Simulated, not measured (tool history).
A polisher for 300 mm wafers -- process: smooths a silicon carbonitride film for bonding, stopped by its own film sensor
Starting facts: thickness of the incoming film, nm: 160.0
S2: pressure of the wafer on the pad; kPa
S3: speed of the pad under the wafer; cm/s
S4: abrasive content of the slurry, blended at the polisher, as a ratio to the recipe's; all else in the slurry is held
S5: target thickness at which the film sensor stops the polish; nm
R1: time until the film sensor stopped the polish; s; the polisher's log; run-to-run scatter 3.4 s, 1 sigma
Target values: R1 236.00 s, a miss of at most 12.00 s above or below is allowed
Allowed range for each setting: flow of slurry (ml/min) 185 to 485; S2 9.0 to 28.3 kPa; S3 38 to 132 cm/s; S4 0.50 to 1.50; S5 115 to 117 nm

{"run": 1, "day": 0.0, "flow of slurry (ml/min)": 310, "S2": 18.6, "S3": 84, "S4": 1.0, "S5": 117, "R1": 146.49}
{"run": 2, "day": 0.092, "flow of slurry (ml/min)": 310, "S2": 17.2, "S3": 84, "S4": 1.0, "S5": 117, "R1": 158.43}
{"run": 3, "day": 0.262, "flow of slurry (ml/min)": 310, "S2": 15.9, "S3": 84, "S4": 1.0, "S5": 117, "R1": 170.71}
{"run": 4, "day": 0.521, "flow of slurry (ml/min)": 375, "S2": 15.9, "S3": 84, "S4": 1.0, "S5": 117, "R1": 169.6}
{"run": 5, "day": 0.754, "flow of slurry (ml/min)": 440, "S2": 15.9, "S3": 84, "S4": 1.0, "S5": 117, "R1": 166.58}
{"run": 6, "day": 1.046, "flow of slurry (ml/min)": 440, "S2": 15.9, "S3": 96, "S4": 1.0, "S5": 117, "R1": 152.71}
{"run": 7, "day": 1.221, "flow of slurry (ml/min)": 440, "S2": 14.5, "S3": 94, "S4": 1.0, "S5": 117, "R1": 169.76}
{"run": 8, "day": 1.375, "flow of slurry (ml/min)": 440, "S2": 14.5, "S3": 94, "S4": 1.0, "S5": 117, "R1": 167.51}
{"run": 9, "day": 1.496, "flow of slurry (ml/min)": 440, "S2": 13.8, "S3": 92, "S4": 1.0, "S5": 117, "R1": 179.1}
{"run": 10, "day": 1.775, "flow of slurry (ml/min)": 440, "S2": 13.1, "S3": 92, "S4": 1.0, "S5": 117, "R1": 189.44}
{"day": 1.867, "done": "worn pad replaced by a new one"}
{"run": 11, "day": 1.867, "flow of slurry (ml/min)": 440, "S2": 9.0, "S3": 90, "S4": 1.0, "S5": 117, "R1": 263.8}

Which single option among these 5 for the next run brings every result within its allowed miss of target? Just one does.
{"run": "A", "day": 1.958, "flow of slurry (ml/min)": 410, "S2": 9.7, "S3": 98, "S4": 0.9, "S5": 117, "R1": "?"}
{"run": "B", "day": 1.958, "flow of slurry (ml/min)": 460, "S2": 9.0, "S3": 72, "S4": 1.0, "S5": 115, "R1": "?"}
{"run": "C", "day": 1.958, "flow of slurry (ml/min)": 405, "S2": 9.7, "S3": 66, "S4": 0.95, "S5": 115, "R1": "?"}
{"run": "D", "day": 1.958, "flow of slurry (ml/min)": 440, "S2": 13.1, "S3": 78, "S4": 0.95, "S5": 115, "R1": "?"}
{"run": "E", "day": 1.958, "flow of slurry (ml/min)": 435, "S2": 9.7, "S3": 86, "S4": 0.9, "S5": 115, "R1": "?"}

move=A R1=238.93
move=B R1=307.49
move=C R1=310.30
move=D R1=211.60
move=E R1=270.32
A: every result lands within tolerance
B: the biggest miss grows against the last run
C: the biggest miss grows against the last run
D: carries the result that was furthest off beyond its target, to the other side
E: the biggest miss grows against the last run
So the answer is move A, the one that meets all the targets.
